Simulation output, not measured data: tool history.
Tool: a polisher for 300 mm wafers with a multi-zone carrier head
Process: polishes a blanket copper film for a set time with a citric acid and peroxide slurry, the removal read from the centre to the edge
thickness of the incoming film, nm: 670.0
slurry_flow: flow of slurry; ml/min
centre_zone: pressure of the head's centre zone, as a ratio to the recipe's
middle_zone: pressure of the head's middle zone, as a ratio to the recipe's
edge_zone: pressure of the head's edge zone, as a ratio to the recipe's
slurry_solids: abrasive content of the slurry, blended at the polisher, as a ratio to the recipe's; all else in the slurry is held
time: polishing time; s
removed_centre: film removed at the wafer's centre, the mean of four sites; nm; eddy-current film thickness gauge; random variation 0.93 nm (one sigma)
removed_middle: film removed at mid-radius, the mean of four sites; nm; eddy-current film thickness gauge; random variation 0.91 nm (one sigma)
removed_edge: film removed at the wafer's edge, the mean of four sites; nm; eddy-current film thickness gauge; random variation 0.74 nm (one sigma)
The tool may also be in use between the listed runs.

run,hour,slurry_flow,centre_zone,middle_zone,edge_zone,slurry_solids,time,removed_centre,removed_middle,removed_edge
1,0.0,230,1.00,1.00,1.00,1.0,35,74.357,76.754,77.736
2,5.2,230,1.00,1.00,1.00,0.9,35,74.098,74.275,76.622
3,7.0,230,1.00,1.00,1.00,0.8,35,71.245,71.749,73.286
4,13.2,230,0.97,1.00,1.00,0.8,35,70.284,71.985,72.751
5,17.4,230,0.97,1.01,0.99,0.8,35,70.824,75.366,73.108
6,25.6,230,0.94,1.01,0.99,0.8,35,66.836,72.869,73.283

Forecast run 7:
7,29.8,230,0.94,1.01,0.98,0.8,35,?,?,?

{"run 7": {"removed_centre": 68.287, "removed_middle": 72.775, "removed_edge": 72.956}}
